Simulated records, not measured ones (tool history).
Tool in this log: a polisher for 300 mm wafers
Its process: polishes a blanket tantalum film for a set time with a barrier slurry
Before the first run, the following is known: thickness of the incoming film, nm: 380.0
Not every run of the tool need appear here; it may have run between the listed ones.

run	hour	flow of slurry (ml/min)	pressure of the wafer on the pad (kPa)	speed of the pad under the wafer (m/s)	abrasive content of the slurry	polishing time (s)	film removed (nm)
1	0.0	245	12.4	1.20	1.0	35	57.313
2	5.9	305	12.4	1.20	1.0	35	58.998
3	8.7	305	11.7	1.20	1.0	35	55.840
4	10.1	305	11.7	1.20	1.0	35	55.216
5	10.7	305	11.0	1.20	1.0	35	52.991
6	14.1	305	11.0	1.20	1.0	35	53.368
7	22.7	305	10.3	1.20	1.0	35	49.476
8	28.3	290	8.3	1.20	1.0	35	39.432

Predict the results of run 9:
9	29.3	285	8.3	1.20	1.0	35	?

Run 9 produced film removed (nm) 39.461.
